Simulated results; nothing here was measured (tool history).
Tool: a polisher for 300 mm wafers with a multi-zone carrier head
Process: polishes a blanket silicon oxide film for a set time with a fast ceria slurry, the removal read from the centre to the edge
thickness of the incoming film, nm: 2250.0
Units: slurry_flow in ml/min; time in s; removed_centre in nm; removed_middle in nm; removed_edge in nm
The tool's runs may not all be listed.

| run | hour | slurry_flow | centre_zone | middle_zone | edge_zone | time | removed_centre | removed_middle | removed_edge |
|---|---|---|---|---|---|---|---|---|---|
| 1 | 0.0 | 175 | 1.00 | 1.00 | 1.00 | 59 | 585.45 | 558.41 | 556.29 |
| 2 | 4.4 | 180 | 1.00 | 0.99 | 1.02 | 59 | 580.12 | 561.53 | 566.05 |
| 3 | 6.2 | 180 | 1.01 | 0.98 | 1.03 | 59 | 591.68 | 546.63 | 573.19 |
| 4 | 8.7 | 185 | 1.01 | 0.98 | 1.04 | 59 | 573.95 | 543.44 | 578.81 |
| 5 | 16.9 | 185 | 0.95 | 0.98 | 1.04 | 59 | 571.39 | 554.09 | 570.08 |
| 6 | 22.4 | 185 | 0.95 | 0.98 | 1.04 | 44 | 407.64 | 409.30 | 427.07 |

Run 7 comes next. What will it give?
| 7 | 23.9 | 190 | 0.97 | 0.99 | 1.06 | 46 | ? | ? | ? |

Run 7 gave removed_centre 451.23 nm, removed_middle 432.34 nm, removed_edge 449.90 nm.
